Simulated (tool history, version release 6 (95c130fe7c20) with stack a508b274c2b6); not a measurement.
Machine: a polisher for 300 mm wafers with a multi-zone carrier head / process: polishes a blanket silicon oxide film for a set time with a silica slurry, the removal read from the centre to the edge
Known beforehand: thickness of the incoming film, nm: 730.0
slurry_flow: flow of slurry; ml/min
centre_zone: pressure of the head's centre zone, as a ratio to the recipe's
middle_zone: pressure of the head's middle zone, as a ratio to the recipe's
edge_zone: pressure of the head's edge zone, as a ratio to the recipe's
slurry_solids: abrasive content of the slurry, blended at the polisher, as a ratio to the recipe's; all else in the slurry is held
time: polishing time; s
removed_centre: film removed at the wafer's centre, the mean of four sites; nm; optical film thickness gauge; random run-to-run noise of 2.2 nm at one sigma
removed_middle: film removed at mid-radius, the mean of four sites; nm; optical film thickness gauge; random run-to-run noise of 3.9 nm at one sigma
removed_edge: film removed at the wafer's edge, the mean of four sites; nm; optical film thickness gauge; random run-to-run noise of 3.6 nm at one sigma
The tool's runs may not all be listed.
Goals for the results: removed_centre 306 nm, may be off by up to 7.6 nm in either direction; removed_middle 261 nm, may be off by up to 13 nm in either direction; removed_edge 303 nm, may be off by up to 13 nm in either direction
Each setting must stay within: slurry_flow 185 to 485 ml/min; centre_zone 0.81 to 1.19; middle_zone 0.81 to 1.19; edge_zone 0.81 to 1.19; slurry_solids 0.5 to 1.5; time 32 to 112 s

run  hour  slurry_flow  centre_zone  middle_zone  edge_zone  slurry_solids  time  removed_centre  removed_middle  removed_edge
  1     0          310            1            1          1              1    72          229.69          228.93        237.71
  2   5.4          310         1.02            1       1.02           1.05    72          243.31          240.26        241.82
  3    14          310         1.02            1        1.1           1.05    72          239.47          240.02        252.74
  4    20          310         1.03         0.98       1.11            1.1    72          248.76          236.34        264.63
  5  28.8          315         1.05         0.98       1.12           1.15    72          258.78          243.59        264.72
  6  33.3          315          1.1         0.98       1.12           1.15    72          273.56          237.86        264.38
  7  36.4          315          1.1         0.98       1.13            1.2    72          276.59          246.58        274.09
  8  40.1          320         1.11         0.98       1.14            1.2    72          279.15          249.46        274.75
  9  47.2          320         1.11         0.98       1.14            1.2    72          282.75          249.99        267.65
 10  48.1          315         1.11         0.97       1.15           1.25    72          285.42          247.44        274.09
 11  50.5          320         1.11         0.96       1.16           1.25    72          284.64          242.48        278.58
 12  51.5          320         1.11         0.96       1.16            1.3    72          292.68          253.11        280.79
 13  56.5          315         1.11         0.95       1.16            1.3    72          291.04          253.96        288.83
 14  61.5          320         1.12         0.94       1.17           1.35    72          295.13          246.27        287.67

Which of these 4 next moves meets every target?
  A  66.5          305         1.07         0.99       1.17            1.4    72               ?               ?             ?
  B  66.5          300         1.02         0.89       1.19            1.5    78               ?               ?             ?
  C  66.5          320         1.12         0.95       1.19            1.5    72               ?               ?             ?
  D  66.5          270         1.17         1.07       0.99           1.45    68               ?               ?             ?

move  removed_centre  removed_middle  removed_edge
   A          284.09          256.06        292.98
   B          300.19          260.05        327.89
   C          306.86          255.02        303.98
   D          293.15          258.09        260.59
A: misses by more than the last run did
B: meets the target for the result that was furthest off, but another lies outside its allowed miss
C: every result lands within tolerance
D: misses by more than the last run did
C is the move that brings every result within its allowed miss.

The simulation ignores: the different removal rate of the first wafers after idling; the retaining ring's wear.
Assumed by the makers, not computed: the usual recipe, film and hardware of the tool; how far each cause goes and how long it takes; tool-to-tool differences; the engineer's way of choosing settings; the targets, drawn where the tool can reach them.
